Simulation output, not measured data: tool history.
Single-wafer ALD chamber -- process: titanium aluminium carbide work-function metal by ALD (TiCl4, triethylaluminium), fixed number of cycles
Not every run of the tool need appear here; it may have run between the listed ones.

run,day,heater temperature setpoint (°C),triethylaluminium pulse time (s),mean film thickness on the monitor wafer (nm)
1,0,280,7.57,1.5165
2,0.242,287,7.96,1.6013
3,0.317,291,8.06,1.6309
4,0.492,294,8.16,1.664
5,0.567,294,7.16,1.6204
6,0.829,294,5.28,1.5019

What does the tool deliver on the next run?
7,1.146,297,6.09,?

mean film thickness on the monitor wafer (nm): 1.5818
